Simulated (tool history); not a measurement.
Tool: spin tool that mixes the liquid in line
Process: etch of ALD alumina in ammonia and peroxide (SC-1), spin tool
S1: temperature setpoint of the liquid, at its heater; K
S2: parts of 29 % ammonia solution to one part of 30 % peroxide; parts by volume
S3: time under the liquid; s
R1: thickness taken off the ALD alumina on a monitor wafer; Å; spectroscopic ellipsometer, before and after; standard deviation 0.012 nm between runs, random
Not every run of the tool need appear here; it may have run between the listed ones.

{"run": 1, "hour": 0.0, "S1": 334.15, "S2": 0.95, "S3": 20, "R1": 20.674}
{"run": 2, "hour": 2.4, "S1": 334.15, "S2": 0.7, "S3": 20, "R1": 20.061}
{"run": 3, "hour": 9.8, "S1": 332.15, "S2": 0.7, "S3": 20, "R1": 18.04}
{"run": 4, "hour": 13.9, "S1": 330.65, "S2": 0.7, "S3": 20, "R1": 16.824}
{"run": 5, "hour": 21.3, "S1": 330.65, "S2": 0.7, "S3": 20, "R1": 16.905}
{"run": 6, "hour": 28.4, "S1": 330.65, "S2": 0.55, "S3": 20, "R1": 16.49}

What does the tool deliver on the next run?
{"hour": 30.4, "done": "ammonia flow meter replaced"}
{"run": 7, "hour": 30.4, "S1": 329.65, "S2": 0.55, "S3": 20, "R1": "?"}

{"run 7": {"R1": 15.772}}
